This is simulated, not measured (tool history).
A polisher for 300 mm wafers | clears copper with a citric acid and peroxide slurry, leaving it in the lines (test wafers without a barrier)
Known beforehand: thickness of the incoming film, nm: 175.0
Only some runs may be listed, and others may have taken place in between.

run  hour  flow of slurry (ml/min)  pressure of the wafer on the pad (psi)  speed of the pad under the wafer (m/s)  abrasive content of the slurry  overpolish time after the end point (s)  time until the end point was called (s)  dishing of a wide line in a test structure (angstrom)
  1   0.0                      240                                     2.0                                    1.18                             1.0                                       12                                   114.94                                                128.320
  2   4.3                      240                                     2.0                                    1.02                             1.0                                       12                                   127.32                                                114.990
  3  12.1                      200                                     2.0                                    1.02                             1.0                                       12                                   134.30                                                112.920
  4  18.2                      200                                     1.9                                    1.02                             1.0                                       12                                   135.88                                                107.840
  5  19.9                      200                                     1.9                                    1.02                             1.0                                       16                                   134.29                                                144.720
  6  23.0                      200                                     1.9                                    1.16                             1.0                                       16                                   122.54                                                154.480
  7  29.3                      200                                     1.8                                    1.14                             1.0                                       15                                   138.51                                                138.490
  8  36.0                      205                                     1.8                                    1.10                             1.0                                       14                                   139.65                                                120.620
  9  37.6                      205                                     1.7                                    1.10                             1.0                                       14                                   146.87                                                124.370
 10  46.4                      205                                     1.7                                    1.08                             1.0                                       13                                   147.19                                                113.390
 11  51.4                      205                                     1.7                                    1.06                             1.0                                       12                                   147.15                                                101.730

Forecast run 12:
 12  55.3                      205                                     1.6                                    1.06                             1.0                                       12                                        ?                                                      ?

{"run 12": {"time until the end point was called (s)": 159.9, "dishing of a wide line in a test structure (angstrom)": 97.515}}

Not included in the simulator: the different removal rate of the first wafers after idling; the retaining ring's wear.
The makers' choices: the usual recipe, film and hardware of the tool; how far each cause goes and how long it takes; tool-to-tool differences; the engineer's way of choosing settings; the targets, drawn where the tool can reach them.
